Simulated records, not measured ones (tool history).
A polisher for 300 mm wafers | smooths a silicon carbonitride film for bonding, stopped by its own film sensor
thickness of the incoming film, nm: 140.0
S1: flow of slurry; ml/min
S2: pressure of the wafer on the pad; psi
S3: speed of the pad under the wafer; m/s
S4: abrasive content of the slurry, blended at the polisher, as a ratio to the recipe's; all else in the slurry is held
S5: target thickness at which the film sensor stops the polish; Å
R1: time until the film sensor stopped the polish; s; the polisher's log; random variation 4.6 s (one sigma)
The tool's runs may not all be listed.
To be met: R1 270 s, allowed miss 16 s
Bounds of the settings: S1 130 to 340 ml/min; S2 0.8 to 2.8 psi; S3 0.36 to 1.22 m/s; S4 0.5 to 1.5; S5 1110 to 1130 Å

run  hour   S1   S2    S3    S4    S5      R1
  1     0  220  1.8  0.78     1  1130  139.61
  2   7.8  220  1.7  0.76     1  1130  153.89
  3  14.8  220  1.6  0.76     1  1130   162.1
  4  19.4  220  1.6  0.76  1.15  1130  151.11
  5  21.5  220  1.6  0.66  1.15  1130  169.71
  6  24.6  220  1.5  0.66  1.15  1130  174.38
  7  32.8  220  1.4  0.64  1.15  1130  188.24
  8  35.2  220  1.3  0.64  1.15  1130  200.31
  9  40.2  220  1.2  0.64  1.15  1130  219.45

Which of these 4 next moves meets every target?
  A  45.2  230  0.9  0.74  0.85  1110   ?
  B  45.2  195  1.1  0.54     1  1110   ?
  C  45.2  215  1.1  0.62   1.2  1130   ?
  D  45.2  265  0.8  0.68  1.25  1130   ?

move      R1
   A  314.13
   B  319.39
   C  240.64
   D  278.37
A: takes the result that was furthest off past its target
B: takes the result that was furthest off past its target
C: nearer than the last run, and not there yet
D: meets every target
Answer: D

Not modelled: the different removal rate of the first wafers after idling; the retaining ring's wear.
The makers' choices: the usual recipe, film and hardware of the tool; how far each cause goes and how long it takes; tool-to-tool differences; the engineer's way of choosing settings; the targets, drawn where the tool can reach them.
